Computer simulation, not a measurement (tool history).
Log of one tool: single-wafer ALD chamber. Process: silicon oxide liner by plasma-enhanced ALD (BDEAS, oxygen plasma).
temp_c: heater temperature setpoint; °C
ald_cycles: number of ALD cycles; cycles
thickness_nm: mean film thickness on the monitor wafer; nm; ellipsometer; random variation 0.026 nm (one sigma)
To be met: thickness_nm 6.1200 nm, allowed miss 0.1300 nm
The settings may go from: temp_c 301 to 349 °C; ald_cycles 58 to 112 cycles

run,hour,temp_c,ald_cycles,thickness_nm
1,0.0,325,85,8.1462
2,8.6,325,91,8.5559
3,16.8,325,80,7.6179
4,19.6,317,80,7.7166
5,21.0,317,85,8.1012
6,25.9,317,78,7.4799
7,29.9,317,73,7.0456
8,33.5,319,59,5.6863
9,38.2,318,60,5.7525
10,42.5,318,61,5.8649
11,46.6,318,62,5.9870

5 next moves are on the table. One of them brings every result within its allowed miss. Which?
A,50.7,322,67,?
B,50.7,315,61,?
C,50.7,321,60,?
D,50.7,318,64,?
E,50.7,319,61,?

move,thickness_nm
A,6.3906
B,5.8857
C,5.7324
D,6.1449
E,5.8472
A: takes the result that was furthest off past its target
B: further off than the last run
C: further off than the last run
D: meets every target
E: further off than the last run
Move D is the one to make.

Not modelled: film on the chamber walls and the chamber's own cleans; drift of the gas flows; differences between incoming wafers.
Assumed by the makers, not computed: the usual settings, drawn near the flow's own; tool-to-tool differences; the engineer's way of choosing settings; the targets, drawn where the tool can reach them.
